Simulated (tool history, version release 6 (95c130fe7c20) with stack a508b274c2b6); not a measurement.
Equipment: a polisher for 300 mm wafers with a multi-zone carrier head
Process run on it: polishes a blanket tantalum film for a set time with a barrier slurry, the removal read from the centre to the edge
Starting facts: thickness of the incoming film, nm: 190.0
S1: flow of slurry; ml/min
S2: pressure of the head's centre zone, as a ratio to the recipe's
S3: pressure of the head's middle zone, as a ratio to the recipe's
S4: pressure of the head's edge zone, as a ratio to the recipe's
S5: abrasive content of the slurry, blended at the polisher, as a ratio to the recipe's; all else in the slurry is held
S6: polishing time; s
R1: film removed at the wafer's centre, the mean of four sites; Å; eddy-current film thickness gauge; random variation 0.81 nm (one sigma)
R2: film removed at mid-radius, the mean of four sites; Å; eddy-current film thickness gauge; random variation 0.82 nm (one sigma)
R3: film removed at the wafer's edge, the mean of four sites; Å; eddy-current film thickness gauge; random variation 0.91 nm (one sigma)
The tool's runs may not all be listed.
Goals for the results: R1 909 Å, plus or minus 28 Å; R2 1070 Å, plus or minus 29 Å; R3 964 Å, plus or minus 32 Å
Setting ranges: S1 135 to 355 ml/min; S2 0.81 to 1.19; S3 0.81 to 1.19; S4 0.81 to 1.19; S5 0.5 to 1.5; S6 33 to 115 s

run	hour	S1	S2	S3	S4	S5	S6	R1	R2	R3
1	0	225	1	1	1	1	73	618.27	613.77	612.64
2	2.8	225	1	1	1	1.15	73	640.72	626.38	629.61
3	5	235	0.99	1.04	1.03	1.25	78	692.17	716.57	703.56
4	11.3	235	0.99	1.04	1.03	1.45	78	708.82	744.83	720.12
5	19	235	0.99	1.04	1.09	1.45	78	708.06	744.22	734.25
6	26.1	215	0.99	1.04	1.09	1.45	78	693.8	732.47	739.31
7	34.1	220	0.99	1.07	1.1	1.45	82	743.86	798.44	770.61
8	40.1	225	0.98	1.09	1.11	1.45	85	777.17	838.79	792.94
9	41.6	220	0.96	1.1	1.12	1.45	89	789.37	873.38	852.85
10	45.9	220	0.96	1.1	1.12	1.45	89	778.12	876.89	854.92
11	48.9	230	0.96	1.12	1.13	1.45	91	796.04	921.19	880.9
12	53.1	240	0.97	1.13	1.14	1.45	92	830.67	947.62	892.52

Which single option among these 4 for the next run brings every result within its allowed miss of target? Just one does.
A	57.3	240	1	0.89	1.19	1.35	100	?	?	?
B	57.3	260	0.99	1.19	1.15	1.5	98	?	?	?
C	57.3	210	0.88	1.17	1.08	1.5	105	?	?	?
D	57.3	210	1.08	1.01	1.14	1.4	88	?	?	?

move	R1	R2	R3
A	904.87	829.32	984.38
B	908.09	1072.3	971.66
C	840.5	1105.4	990.83
D	852.68	804.49	842.73
A: its largest miss is bigger than the last run's
B: each result inside its tolerance
C: takes the result that was furthest off past its target
D: its largest miss is bigger than the last run's
The right move is B.

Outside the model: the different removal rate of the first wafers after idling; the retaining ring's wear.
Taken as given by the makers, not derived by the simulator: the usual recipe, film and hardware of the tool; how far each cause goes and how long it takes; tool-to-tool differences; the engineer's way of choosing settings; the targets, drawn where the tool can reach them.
